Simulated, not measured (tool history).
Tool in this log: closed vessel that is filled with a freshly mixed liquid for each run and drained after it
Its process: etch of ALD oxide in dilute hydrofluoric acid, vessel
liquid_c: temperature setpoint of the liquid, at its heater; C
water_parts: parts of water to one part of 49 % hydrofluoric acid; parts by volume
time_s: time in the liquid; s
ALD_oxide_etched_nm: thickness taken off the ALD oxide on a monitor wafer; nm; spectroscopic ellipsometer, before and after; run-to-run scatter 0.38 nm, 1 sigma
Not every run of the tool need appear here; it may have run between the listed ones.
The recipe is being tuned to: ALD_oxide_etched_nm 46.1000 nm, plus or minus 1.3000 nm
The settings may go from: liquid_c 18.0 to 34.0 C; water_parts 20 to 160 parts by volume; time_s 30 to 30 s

{"run": 1, "hour": 0.0, "liquid_c": 26.0, "water_parts": 90, "time_s": 30, "ALD_oxide_etched_nm": 12.576}
{"run": 2, "hour": 2.2, "liquid_c": 26.0, "water_parts": 120, "time_s": 30, "ALD_oxide_etched_nm": 9.0913}
{"run": 3, "hour": 9.6, "liquid_c": 28.0, "water_parts": 100, "time_s": 30, "ALD_oxide_etched_nm": 12.093}
{"run": 4, "hour": 17.8, "liquid_c": 28.0, "water_parts": 130, "time_s": 30, "ALD_oxide_etched_nm": 8.8147}
{"hour": 22.0, "done": "thermometer replaced"}
{"run": 5, "hour": 22.0, "liquid_c": 29.5, "water_parts": 105, "time_s": 30, "ALD_oxide_etched_nm": 11.523}
{"run": 6, "hour": 30.4, "liquid_c": 29.5, "water_parts": 105, "time_s": 30, "ALD_oxide_etched_nm": 11.499}
{"run": 7, "hour": 35.6, "liquid_c": 30.5, "water_parts": 85, "time_s": 30, "ALD_oxide_etched_nm": 15.363}
{"run": 8, "hour": 41.4, "liquid_c": 30.5, "water_parts": 85, "time_s": 30, "ALD_oxide_etched_nm": 15.166}
{"run": 9, "hour": 46.2, "liquid_c": 31.5, "water_parts": 70, "time_s": 30, "ALD_oxide_etched_nm": 19.718}

Pick the move, out of 5, that brings all results within their allowed miss; only one does.
{"run": "A", "hour": 51.0, "liquid_c": 28.5, "water_parts": 30, "time_s": 30, "ALD_oxide_etched_nm": "?"}
{"run": "B", "hour": 51.0, "liquid_c": 32.5, "water_parts": 35, "time_s": 30, "ALD_oxide_etched_nm": "?"}
{"run": "C", "hour": 51.0, "liquid_c": 33.0, "water_parts": 35, "time_s": 30, "ALD_oxide_etched_nm": "?"}
{"run": "D", "hour": 51.0, "liquid_c": 32.0, "water_parts": 35, "time_s": 30, "ALD_oxide_etched_nm": "?"}
{"run": "E", "hour": 51.0, "liquid_c": 34.0, "water_parts": 35, "time_s": 30, "ALD_oxide_etched_nm": "?"}

move=A ALD_oxide_etched_nm=43.4650
move=B ALD_oxide_etched_nm=43.3330
move=C ALD_oxide_etched_nm=44.1860
move=D ALD_oxide_etched_nm=42.4930
move=E ALD_oxide_etched_nm=45.9340
A: moves toward the targets from the last run without getting all of them in spec
B: moves toward the targets from the last run without getting all of them in spec
C: moves toward the targets from the last run without getting all of them in spec
D: moves toward the targets from the last run without getting all of them in spec
E: every result within its allowed miss
So the answer is move E, the one that meets all the targets.
